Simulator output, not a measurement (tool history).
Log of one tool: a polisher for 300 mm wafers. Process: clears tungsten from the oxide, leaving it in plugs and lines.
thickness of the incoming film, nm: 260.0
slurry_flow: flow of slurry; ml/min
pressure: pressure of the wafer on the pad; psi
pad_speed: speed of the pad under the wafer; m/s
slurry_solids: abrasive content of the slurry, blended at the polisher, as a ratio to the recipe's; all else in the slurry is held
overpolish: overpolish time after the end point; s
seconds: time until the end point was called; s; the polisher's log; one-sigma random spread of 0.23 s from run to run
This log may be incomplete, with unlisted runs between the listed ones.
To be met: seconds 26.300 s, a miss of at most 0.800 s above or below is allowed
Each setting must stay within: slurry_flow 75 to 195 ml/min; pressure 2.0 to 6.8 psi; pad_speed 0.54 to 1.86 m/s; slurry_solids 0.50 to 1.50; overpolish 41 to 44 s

run,hour,slurry_flow,pressure,pad_speed,slurry_solids,overpolish,seconds
1,0.0,125,4.4,1.18,1.00,41,51.087
2,2.0,125,4.4,1.30,1.00,41,46.569
3,5.4,125,4.4,1.30,1.00,41,46.386
4,11.2,125,4.4,1.06,1.00,41,57.927
5,12.3,135,5.1,1.12,1.00,41,47.054
6,18.8,135,5.9,1.12,1.00,41,42.247
7,19.4,145,6.2,1.20,1.00,41,37.308
8,20.8,145,6.4,1.28,1.00,41,34.030
9,26.9,145,6.4,1.28,1.00,41,34.405
10,31.7,150,6.5,1.36,1.00,41,31.402
11,40.6,150,6.6,1.40,1.00,41,30.139
12,49.1,150,6.7,1.44,1.00,41,28.787
13,52.2,150,6.7,1.46,1.00,41,28.716
14,53.5,155,6.7,1.48,1.00,41,28.037
15,59.8,155,6.7,1.50,1.00,41,27.529
16,61.9,155,6.7,1.52,1.00,41,26.898

Exercise: of the 5 proposed moves below, exactly one satisfies all targets within the stated allowed misses. Which move is it?
A,64.0,170,4.6,1.82,1.20,41,?
B,64.0,140,6.6,1.42,1.15,41,?
C,64.0,135,6.8,1.64,0.95,44,?
D,64.0,165,6.8,1.68,0.90,44,?
E,64.0,145,6.1,1.68,0.85,41,?

move,seconds
A,28.270
B,28.776
C,26.289
D,24.932
E,28.668
A: further off than the last run
B: further off than the last run
C: in spec on every target
D: pushes the last run's worst result past its target
E: further off than the last run
The right move is C.
